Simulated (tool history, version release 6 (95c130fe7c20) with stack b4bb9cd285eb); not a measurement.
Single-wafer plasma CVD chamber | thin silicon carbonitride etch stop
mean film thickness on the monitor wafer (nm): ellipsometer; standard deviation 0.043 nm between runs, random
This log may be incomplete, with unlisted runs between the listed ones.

| run | hour | RF power (W) | deposition time (s) | mean film thickness on the monitor wafer (nm) |
|---|---|---|---|---|
| 1 | 0 | 235 | 25.9 | 14.684 |
| 2 | 2.3 | 230 | 25.7 | 14.35 |
| 3 | 8.4 | 225 | 25.7 | 14.237 |
| 4 | 13.7 | 225 | 22.4 | 12.427 |
| 5 | 16.4 | 225 | 19.9 | 11.05 |
| 6 | 21.8 | 225 | 18.5 | 10.305 |
|  | 30.1 | thermocouple changed; heater temperature recalibrated |
| 7 | 30.1 | 235 | 18.8 | 10.717 |
| 8 | 31.3 | 270 | 20.1 | 12.127 |
| 9 | 39.1 | 275 | 20.1 | 12.186 |

Run 10 has not been measured yet. What should we expect?
| 10 | 48 | 280 | 20.1 | ? |

{"run 10": {"mean film thickness on the monitor wafer (nm)": 12.284}}
